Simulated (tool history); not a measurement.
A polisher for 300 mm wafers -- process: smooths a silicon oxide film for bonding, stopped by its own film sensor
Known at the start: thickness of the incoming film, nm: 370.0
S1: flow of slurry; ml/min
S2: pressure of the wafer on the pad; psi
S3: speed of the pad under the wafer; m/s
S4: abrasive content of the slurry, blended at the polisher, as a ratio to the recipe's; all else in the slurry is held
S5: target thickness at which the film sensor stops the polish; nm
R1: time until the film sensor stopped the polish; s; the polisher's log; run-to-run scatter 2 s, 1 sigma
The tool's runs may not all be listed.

run    day   S1   S2    S3   S4   S5      R1
  1  0.000  275  1.6  0.84  1.0  339  93.573
  2  0.233  275  1.4  0.84  1.0  339  99.827
  3  0.546  275  1.4  1.00  1.0  339  90.498
  4  0.925  275  1.3  1.00  1.0  339  99.512
  5  1.183  325  1.3  1.00  1.0  339  97.298
  6  1.512  325  1.3  1.14  1.0  339  88.646
  7  1.871  325  1.2  1.14  1.0  339  92.437

Run 8 has not been measured yet. What should we expect?
  8  1.971  325  0.8  1.10  1.0  339   ?

Run 8 measured R1 127.890 s.

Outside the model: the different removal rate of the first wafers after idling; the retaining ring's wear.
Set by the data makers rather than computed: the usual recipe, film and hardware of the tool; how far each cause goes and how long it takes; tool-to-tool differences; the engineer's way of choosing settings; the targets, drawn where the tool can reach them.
